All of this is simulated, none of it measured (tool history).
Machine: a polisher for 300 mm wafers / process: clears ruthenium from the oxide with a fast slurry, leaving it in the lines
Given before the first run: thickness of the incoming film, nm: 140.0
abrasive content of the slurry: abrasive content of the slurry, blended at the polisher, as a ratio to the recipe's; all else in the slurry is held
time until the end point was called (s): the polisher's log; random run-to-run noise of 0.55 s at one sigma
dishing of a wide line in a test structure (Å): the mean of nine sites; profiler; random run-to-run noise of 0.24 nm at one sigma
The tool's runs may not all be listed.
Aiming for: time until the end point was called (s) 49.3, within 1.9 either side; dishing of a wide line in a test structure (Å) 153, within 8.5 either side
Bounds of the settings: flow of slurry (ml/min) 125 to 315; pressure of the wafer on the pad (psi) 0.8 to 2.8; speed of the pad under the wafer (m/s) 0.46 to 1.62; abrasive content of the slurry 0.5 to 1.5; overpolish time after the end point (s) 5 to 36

| run | hour | flow of slurry (ml/min) | pressure of the wafer on the pad (psi) | speed of the pad under the wafer (m/s) | abrasive content of the slurry | overpolish time after the end point (s) | time until the end point was called (s) | dishing of a wide line in a test structure (Å) |
|---|---|---|---|---|---|---|---|---|
| 1 | 0 | 205 | 1.8 | 1.04 | 1 | 18 | 54.772 | 307.22 |
| 2 | 5.8 | 205 | 1.7 | 1.04 | 1 | 18 | 57.153 | 293.26 |
| 3 | 14.1 | 210 | 1.6 | 1.12 | 1 | 13 | 56.364 | 230.91 |
| 4 | 16.1 | 210 | 1.6 | 1.12 | 0.8 | 13 | 65.339 | 206.64 |
| 5 | 20 | 245 | 1.7 | 1.22 | 0.7 | 10 | 59.989 | 177.29 |
| 6 | 24.5 | 245 | 1.7 | 1.22 | 0.8 | 10 | 55.228 | 188.01 |
| 7 | 25.3 | 235 | 1.8 | 1.22 | 0.85 | 5 | 51.064 | 108.32 |
| 8 | 32.5 | 245 | 1.8 | 1.26 | 0.85 | 6 | 49.311 | 135.58 |
| 9 | 36.4 | 255 | 1.8 | 1.26 | 0.85 | 6 | 48.8 | 136.38 |
| 10 | 41.9 | 250 | 1.8 | 1.26 | 0.85 | 9 | 48.461 | 192.62 |
| 11 | 42.6 | 230 | 1.8 | 1.26 | 0.85 | 9 | 49.402 | 191.09 |
| 12 | 44.8 | 240 | 1.8 | 1.24 | 0.9 | 9 | 48.688 | 199.44 |
| 13 | 47.8 | 230 | 1.8 | 1.22 | 0.9 | 9 | 49.002 | 185.6 |
| 14 | 53.9 | 230 | 1.8 | 1.2 | 0.9 | 8 | 49.376 | 175.83 |
| 15 | 55.1 | 240 | 1.8 | 1.2 | 0.9 | 8 | 49.468 | 173.35 |
| 16 | 58.3 | 230 | 1.8 | 1.2 | 0.9 | 8 | 49.696 | 172.51 |
| 17 | 62.1 | 235 | 1.8 | 1.2 | 0.9 | 8 | 49.539 | 168.51 |
|  | 68.7 | slurry nozzle cleaned |
| 18 | 68.7 | 235 | 1.8 | 1.18 | 0.9 | 7 | 47.75 | 164.54 |
| 19 | 76.9 | 230 | 1.8 | 1.18 | 0.9 | 7 | 48.088 | 160.66 |

Exercise: of the 4 proposed moves below, exactly one satisfies all targets within the stated allowed misses. Which move is it?
| A | 85.1 | 255 | 1.6 | 1.3 | 0.9 | 8 | ? | ? |
| B | 85.1 | 250 | 1.8 | 1.32 | 0.7 | 7 | ? | ? |
| C | 85.1 | 170 | 1.9 | 1.2 | 0.8 | 8 | ? | ? |
| D | 85.1 | 265 | 1.5 | 1.52 | 0.8 | 8 | ? | ? |

| move | time until the end point was called (s) | dishing of a wide line in a test structure (Å) |
|---|---|---|
| A | 47.49 | 175.93 |
| B | 49.069 | 151.94 |
| C | 49.408 | 169.94 |
| D | 46.366 | 179.64 |
A: moves away from the targets compared with the last run
B: every result within its allowed miss
C: moves away from the targets compared with the last run
D: moves away from the targets compared with the last run
The right move is B.
